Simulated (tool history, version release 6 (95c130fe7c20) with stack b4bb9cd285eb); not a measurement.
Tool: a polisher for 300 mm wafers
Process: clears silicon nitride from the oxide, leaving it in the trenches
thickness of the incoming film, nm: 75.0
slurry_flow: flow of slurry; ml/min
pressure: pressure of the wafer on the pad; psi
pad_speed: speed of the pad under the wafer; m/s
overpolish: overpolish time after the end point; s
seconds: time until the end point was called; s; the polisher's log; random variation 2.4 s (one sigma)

run	hour	slurry_flow	pressure	pad_speed	overpolish	seconds
1	0.0	310	1.7	1.22	44	97.360
2	5.4	310	1.6	1.20	44	108.070
3	7.6	310	1.6	1.42	44	91.450
4	10.9	310	1.5	1.40	44	93.750
5	16.4	310	1.4	1.36	44	105.160
6	19.3	310	1.4	1.62	44	89.754
7	22.3	310	1.3	1.56	44	99.259
8	31.0	310	1.3	1.56	44	97.549
# hour 32.4: head pressure recalibrated
9	32.4	310	1.2	1.50	44	99.470
10	40.8	305	1.1	1.36	44	120.530
11	47.6	305	1.1	1.36	44	122.140

Forecast run 12:
12	54.4	305	1.0	1.34	44	?

{"run 12": {"seconds": 137.88}}
